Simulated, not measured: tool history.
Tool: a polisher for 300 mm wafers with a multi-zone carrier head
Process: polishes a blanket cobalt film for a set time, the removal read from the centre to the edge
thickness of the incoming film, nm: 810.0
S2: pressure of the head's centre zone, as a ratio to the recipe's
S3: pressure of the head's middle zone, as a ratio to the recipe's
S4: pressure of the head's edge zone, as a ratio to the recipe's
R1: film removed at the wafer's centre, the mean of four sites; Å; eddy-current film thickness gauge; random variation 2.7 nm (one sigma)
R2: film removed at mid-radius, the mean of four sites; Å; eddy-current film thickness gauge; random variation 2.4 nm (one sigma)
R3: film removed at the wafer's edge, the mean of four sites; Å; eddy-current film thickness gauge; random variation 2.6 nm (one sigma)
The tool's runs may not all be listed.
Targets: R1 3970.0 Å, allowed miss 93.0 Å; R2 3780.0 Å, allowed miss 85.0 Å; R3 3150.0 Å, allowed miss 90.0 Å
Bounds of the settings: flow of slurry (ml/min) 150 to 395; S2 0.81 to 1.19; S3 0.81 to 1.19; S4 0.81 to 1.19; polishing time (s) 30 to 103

run 1 hour=0.0 | flow_of_slurry_(ml/min)=250 S2=1.00 S3=1.00 S4=1.00 polishing_time_(s)=66 | R1=2584.5 R2=2536.8 R3=2551.1
run 2 hour=6.8 | flow_of_slurry_(ml/min)=220 S2=1.00 S3=1.00 S4=1.00 polishing_time_(s)=66 | R1=2526.6 R2=2521.2 R3=2557.5
run 3 hour=15.2 | flow_of_slurry_(ml/min)=185 S2=1.00 S3=1.00 S4=1.00 polishing_time_(s)=66 | R1=2466.3 R2=2494.6 R3=2452.5
run 4 hour=19.8 | flow_of_slurry_(ml/min)=150 S2=1.00 S3=1.00 S4=1.00 polishing_time_(s)=66 | R1=2383.0 R2=2410.9 R3=2423.4
run 5 hour=26.3 | flow_of_slurry_(ml/min)=210 S2=1.06 S3=1.06 S4=1.00 polishing_time_(s)=69 | R1=2793.0 R2=2756.8 R3=2630.7
run 6 hour=29.5 | flow_of_slurry_(ml/min)=210 S2=1.06 S3=1.06 S4=1.00 polishing_time_(s)=54 | R1=2170.6 R2=2180.5 R3=2040.1
run 7 hour=33.2 | flow_of_slurry_(ml/min)=250 S2=1.10 S3=1.10 S4=0.98 polishing_time_(s)=62 | R1=2652.1 R2=2623.7 R3=2401.3
run 8 hour=38.5 | flow_of_slurry_(ml/min)=285 S2=1.13 S3=1.13 S4=0.94 polishing_time_(s)=67 | R1=3007.2 R2=2977.9 R3=2556.6
run 9 hour=41.2 | flow_of_slurry_(ml/min)=310 S2=1.15 S3=1.14 S4=0.94 polishing_time_(s)=70 | R1=3222.0 R2=3133.0 R3=2665.9
run 10 hour=42.4 | flow_of_slurry_(ml/min)=325 S2=1.16 S3=1.15 S4=0.94 polishing_time_(s)=73 | R1=3410.9 R2=3297.4 R3=2751.4
run 11 hour=43.8 | flow_of_slurry_(ml/min)=325 S2=1.17 S3=1.16 S4=0.95 polishing_time_(s)=76 | R1=3579.4 R2=3420.5 R3=2904.7
run 12 hour=52.2 | flow_of_slurry_(ml/min)=330 S2=1.18 S3=1.17 S4=0.95 polishing_time_(s)=78 | R1=3716.5 R2=3566.7 R3=2971.2
run 13 hour=55.3 | flow_of_slurry_(ml/min)=335 S2=1.18 S3=1.17 S4=0.96 polishing_time_(s)=79 | R1=3753.4 R2=3586.2 R3=3025.1
run 14 hour=58.9 | flow_of_slurry_(ml/min)=335 S2=1.18 S3=1.17 S4=0.96 polishing_time_(s)=79 | R1=3770.9 R2=3613.3 R3=3051.7
run 15 hour=60.1 | flow_of_slurry_(ml/min)=340 S2=1.18 S3=1.17 S4=0.96 polishing_time_(s)=80 | R1=3811.7 R2=3682.9 R3=3126.4
run 16 hour=62.3 | flow_of_slurry_(ml/min)=345 S2=1.18 S3=1.17 S4=0.95 polishing_time_(s)=80 | R1=3792.8 R2=3660.9 R3=3078.8
run 17 hour=70.7 | flow_of_slurry_(ml/min)=345 S2=1.18 S3=1.17 S4=0.94 polishing_time_(s)=81 | R1=3874.1 R2=3742.0 R3=3083.2

5 next moves are on the table. One of them brings every result within its allowed miss. Which?
run A hour=79.1 | flow_of_slurry_(ml/min)=360 S2=1.17 S3=1.18 S4=0.93 polishing_time_(s)=80 | R1=? R2=? R3=?
run B hour=79.1 | flow_of_slurry_(ml/min)=320 S2=1.13 S3=1.13 S4=0.87 polishing_time_(s)=84 | R1=? R2=? R3=?
run C hour=79.1 | flow_of_slurry_(ml/min)=300 S2=1.17 S3=1.12 S4=0.89 polishing_time_(s)=86 | R1=? R2=? R3=?
run D hour=79.1 | flow_of_slurry_(ml/min)=320 S2=1.19 S3=1.11 S4=0.82 polishing_time_(s)=82 | R1=? R2=? R3=?
run E hour=79.1 | flow_of_slurry_(ml/min)=365 S2=1.16 S3=1.18 S4=0.86 polishing_time_(s)=80 | R1=? R2=? R3=?

move=A R1=3824.0 R2=3747.4 R3=3051.1
move=B R1=3833.4 R2=3754.4 R3=3085.8
move=C R1=4037.8 R2=3791.2 R3=3178.2
move=D R1=3941.7 R2=3608.3 R3=2934.7
move=E R1=3795.7 R2=3752.1 R3=2946.3
A: further off than the last run
B: further off than the last run
C: meets every target
D: brings the result that was furthest off to its target, and leaves another outside
E: further off than the last run
Move C is the one to make.
